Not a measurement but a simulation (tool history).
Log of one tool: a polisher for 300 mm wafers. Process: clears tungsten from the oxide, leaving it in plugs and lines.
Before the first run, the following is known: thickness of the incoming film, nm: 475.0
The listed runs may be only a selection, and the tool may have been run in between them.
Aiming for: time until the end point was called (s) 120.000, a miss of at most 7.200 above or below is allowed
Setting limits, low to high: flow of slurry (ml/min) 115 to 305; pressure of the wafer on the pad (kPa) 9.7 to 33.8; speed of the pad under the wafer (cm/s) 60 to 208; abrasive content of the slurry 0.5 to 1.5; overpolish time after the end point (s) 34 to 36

run  hour  flow of slurry (ml/min)  pressure of the wafer on the pad (kPa)  speed of the pad under the wafer (cm/s)  abrasive content of the slurry  overpolish time after the end point (s)  time until the end point was called (s)
  1   0.0                      195                                    21.4                                      134                             1.0                                       34                                   80.564
  2   2.2                      195                                    21.4                                      134                             1.0                                       34                                   81.001
  3  10.4                      195                                    20.0                                      132                             1.0                                       34                                   88.932
  4  13.9                      195                                    19.3                                      132                             1.0                                       34                                   92.475
  5  16.8                      220                                    19.3                                      132                             1.0                                       34                                   90.194
  6  24.8                      220                                    19.3                                      164                             1.0                                       34                                   72.246
  7  30.1                      220                                    17.9                                      162                             1.0                                       34                                   78.316
  8  33.1                      220                                    16.5                                      160                             1.0                                       34                                   89.029
  9  33.9                      220                                    15.9                                      160                             1.0                                       34                                   91.996
 10  34.5                      220                                     9.7                                      156                             1.0                                       34                                  147.620
 11  41.5                      220                                    10.3                                      156                             1.0                                       34                                  137.220
 12  43.7                      220                                    11.0                                      156                             1.0                                       34                                  131.680

Which single option among these 4 for the next run brings every result within its allowed miss of target? Just one does.
  A  45.9                      255                                    11.0                                      146                             1.1                                       34                                        ?
  B  45.9                      220                                    10.3                                      166                             1.0                                       36                                        ?
  C  45.9                      195                                    12.4                                      168                             0.7                                       34                                        ?
  D  45.9                      240                                    14.5                                      162                             0.8                                       36                                        ?

move  time until the end point was called (s)
   A                                  135.910
   B                                  132.300
   C                                  120.080
   D                                  101.880
A: further off than the last run
B: further off than the last run
C: all results in spec
D: the result that was furthest off in the last run now lies on the other side of its target
Correct choice: C, which meets every target

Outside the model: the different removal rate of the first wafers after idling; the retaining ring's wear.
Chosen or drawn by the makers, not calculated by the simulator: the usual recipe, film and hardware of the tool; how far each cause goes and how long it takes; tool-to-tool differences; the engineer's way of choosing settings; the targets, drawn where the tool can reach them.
